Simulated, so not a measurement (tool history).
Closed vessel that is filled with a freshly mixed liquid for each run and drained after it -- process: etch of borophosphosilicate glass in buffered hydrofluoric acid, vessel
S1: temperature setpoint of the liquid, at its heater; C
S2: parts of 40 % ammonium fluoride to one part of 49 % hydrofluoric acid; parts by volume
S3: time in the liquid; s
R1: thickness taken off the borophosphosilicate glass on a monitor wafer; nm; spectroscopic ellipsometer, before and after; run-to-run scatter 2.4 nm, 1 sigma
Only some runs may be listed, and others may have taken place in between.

Run 1, day 0.000: S1 24 C, S2 8 parts by volume, S3 100 s. Result: R1 422.16 nm.
Run 2, day 0.238: S1 24 C, S2 8 parts by volume, S3 105 s. Result: R1 447.80 nm.
Run 3, day 0.275: S1 22 C, S2 8 parts by volume, S3 105 s. Result: R1 396.72 nm.
Run 4, day 0.500: S1 22 C, S2 8 parts by volume, S3 100 s. Result: R1 381.04 nm.
Run 5, day 0.538: S1 22 C, S2 8 parts by volume, S3 105 s. Result: R1 403.44 nm.
Run 6, day 0.829: S1 22 C, S2 8 parts by volume, S3 105 s. Result: R1 394.91 nm.
Run 7, day 1.000: S1 18 C, S2 8 parts by volume, S3 105 s. Result: R1 318.69 nm.
Run 8, day 1.079: S1 18 C, S2 8 parts by volume, S3 105 s. Result: R1 318.69 nm.

What will run 9 give?
Run 9, day 1.404: S1 18 C, S2 8 parts by volume, S3 105 s. Result: R1 ?.

{"run 9": {"R1": 321.58}}
